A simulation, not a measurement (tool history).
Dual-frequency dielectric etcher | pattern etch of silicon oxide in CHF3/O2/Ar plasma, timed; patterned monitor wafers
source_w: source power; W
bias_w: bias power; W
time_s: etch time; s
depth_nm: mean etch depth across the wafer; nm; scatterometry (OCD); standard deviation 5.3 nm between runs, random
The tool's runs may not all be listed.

Run 1, hour 0.0: source_w 820 W, bias_w 170 W, time_s 769 s. Result: depth_nm 1607.6 nm.
Run 2, hour 3.8: source_w 790 W, bias_w 169 W, time_s 769 s. Result: depth_nm 1566.2 nm.
Run 3, hour 12.0: source_w 790 W, bias_w 198 W, time_s 769 s. Result: depth_nm 1659.3 nm.
Run 4, hour 12.9: source_w 760 W, bias_w 196 W, time_s 769 s. Result: depth_nm 1609.6 nm.
Run 5, hour 18.9: source_w 670 W, bias_w 196 W, time_s 769 s. Result: depth_nm 1486.1 nm.
Run 6, hour 24.7: source_w 660 W, bias_w 196 W, time_s 769 s. Result: depth_nm 1465.4 nm.

What will run 7 give?
Run 7, hour 25.7: source_w 650 W, bias_w 196 W, time_s 769 s. Result: depth_nm ?.

{"run 7": {"depth_nm": 1458.8}}
